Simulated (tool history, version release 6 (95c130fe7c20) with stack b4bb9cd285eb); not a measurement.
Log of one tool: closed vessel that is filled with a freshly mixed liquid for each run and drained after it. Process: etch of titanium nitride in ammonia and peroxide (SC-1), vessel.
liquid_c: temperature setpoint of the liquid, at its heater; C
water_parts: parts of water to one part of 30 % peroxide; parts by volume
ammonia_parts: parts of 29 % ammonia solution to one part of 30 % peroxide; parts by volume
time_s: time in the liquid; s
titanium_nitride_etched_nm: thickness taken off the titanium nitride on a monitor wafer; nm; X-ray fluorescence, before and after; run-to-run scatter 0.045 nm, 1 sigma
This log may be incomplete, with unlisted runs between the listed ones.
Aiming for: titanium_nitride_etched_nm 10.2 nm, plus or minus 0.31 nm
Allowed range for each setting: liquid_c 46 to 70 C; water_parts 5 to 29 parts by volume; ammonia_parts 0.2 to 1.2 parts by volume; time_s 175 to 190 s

run  hour  liquid_c  water_parts  ammonia_parts  time_s  titanium_nitride_etched_nm
  1     0        62           16            0.9     175                      30.729
  2   7.5        62         20.5            0.9     175                      26.622
  3  15.2        62           24            0.9     175                       24.47
  4  19.9        62           24           0.75     175                       23.73
  5  20.8        58           24           0.75     175                      18.222
  6  25.6        55           24           0.75     175                      14.858
  7  27.3      48.5           24           0.75     175                      9.5541
  8  30.3        49           24           0.75     175                      9.8809

Below are 4 possible settings for the next run. Only one of them brings all results inside the allowed miss of their targets. Which is it?
  A  33.3      50.5           28           0.85     175                           ?
  B  33.3        49           23            0.4     180                           ?
  C  33.3      50.5           25           0.85     175                           ?
  D  33.3      50.5         23.5            0.8     175                           ?

move  titanium_nitride_etched_nm
   A                      10.236
   B                      9.2042
   C                      10.908
   D                      11.168
A: all results land within tolerance of their targets
B: lands further from the targets than the last run did
C: carries the result that was furthest off beyond its target, to the other side
D: carries the result that was furthest off beyond its target, to the other side
Correct choice: A, which meets every target
